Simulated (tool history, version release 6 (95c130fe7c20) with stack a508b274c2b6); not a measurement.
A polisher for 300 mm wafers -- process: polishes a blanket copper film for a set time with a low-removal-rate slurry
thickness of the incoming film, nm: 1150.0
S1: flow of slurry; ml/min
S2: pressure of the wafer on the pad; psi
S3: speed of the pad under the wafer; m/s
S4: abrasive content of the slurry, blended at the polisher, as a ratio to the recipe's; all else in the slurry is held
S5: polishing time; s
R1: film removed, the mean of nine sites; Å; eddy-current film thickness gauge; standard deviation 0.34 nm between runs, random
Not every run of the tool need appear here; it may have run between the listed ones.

run 1 hour=0 | S1=210 S2=3.1 S3=0.82 S4=1 S5=21 | R1=455.95
run 2 hour=4.8 | S1=210 S2=3.1 S3=0.72 S4=1 S5=21 | R1=407.48
run 3 hour=9.8 | S1=215 S2=3.3 S3=0.72 S4=1 S5=21 | R1=435.1
run 4 hour=18.2 | S1=220 S2=3.4 S3=0.72 S4=1 S5=21 | R1=447.83
run 5 hour=19.3 | S1=185 S2=3.4 S3=0.72 S4=1 S5=21 | R1=439.6
run 6 hour=20.8 | S1=185 S2=3.4 S3=0.82 S4=1 S5=21 | R1=492.19
run 7 hour=29.6 | S1=190 S2=3.4 S3=0.82 S4=1 S5=21 | R1=493.19

Forecast run 8:
run 8 hour=36.1 | S1=195 S2=3.4 S3=0.82 S4=1 S5=21 | R1=?

Run 8 came out at R1 495.42 Å.
